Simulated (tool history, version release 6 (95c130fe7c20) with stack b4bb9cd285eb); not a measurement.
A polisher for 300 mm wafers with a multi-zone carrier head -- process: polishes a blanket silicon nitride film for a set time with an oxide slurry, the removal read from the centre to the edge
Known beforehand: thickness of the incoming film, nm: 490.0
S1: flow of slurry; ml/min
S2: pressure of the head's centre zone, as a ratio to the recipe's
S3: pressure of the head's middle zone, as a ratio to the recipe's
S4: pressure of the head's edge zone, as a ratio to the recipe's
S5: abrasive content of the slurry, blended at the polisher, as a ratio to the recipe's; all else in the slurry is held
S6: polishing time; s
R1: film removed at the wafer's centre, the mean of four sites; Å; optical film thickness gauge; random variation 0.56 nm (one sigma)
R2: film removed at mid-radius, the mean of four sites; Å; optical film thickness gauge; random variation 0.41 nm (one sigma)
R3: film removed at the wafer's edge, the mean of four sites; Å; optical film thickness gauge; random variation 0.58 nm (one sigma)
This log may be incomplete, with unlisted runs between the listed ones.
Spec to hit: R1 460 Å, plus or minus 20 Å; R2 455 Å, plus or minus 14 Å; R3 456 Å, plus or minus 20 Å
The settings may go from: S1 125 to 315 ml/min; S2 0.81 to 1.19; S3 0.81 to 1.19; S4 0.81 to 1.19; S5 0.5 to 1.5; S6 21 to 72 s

run	day	S1	S2	S3	S4	S5	S6	R1	R2	R3
1	0	205	1	1	1	1	46	309.49	317.78	313.79
2	0.162	210	1.01	1.01	1.02	1.1	47	338.19	347.34	332.14
3	0.354	210	1.01	1.01	1.02	1.1	39	272.75	282.98	274.46
4	0.629	210	1.01	1.07	1.02	1.1	39	279.78	293.31	274.44
5	0.721	210	1.02	1.05	1.04	1.15	41	298.5	319.85	300.59
6	0.8	210	1.05	1.03	1.06	1.2	42	322.53	328.39	320.87
7	0.858	210	1.06	1.03	1.08	1.25	43	342.7	338.57	340.36
8	1.083	210	1.07	1.04	1.09	1.3	44	363.34	353.89	352.43

4 candidate next runs follow, results not yet known. Just one meets every target within its allowed miss. Identify it.
A	1.308	310	1.02	1	1.07	1.4	54	?	?	?
B	1.308	205	1.16	1.16	0.91	1.15	59	?	?	?
C	1.308	210	1.08	1.16	1.04	1.45	52	?	?	?
D	1.308	195	1.02	0.98	1.19	1.5	56	?	?	?

move	R1	R2	R3
A	452.46	451.02	447.94
B	493.33	491.64	401.14
C	450.68	482.62	419.3
D	459.99	452.93	488.64
A: in spec on every target
B: pushes the last run's worst result past its target
C: pushes the last run's worst result past its target
D: puts the biggest miss on target and leaves a different result outside tolerance
A meets every target.
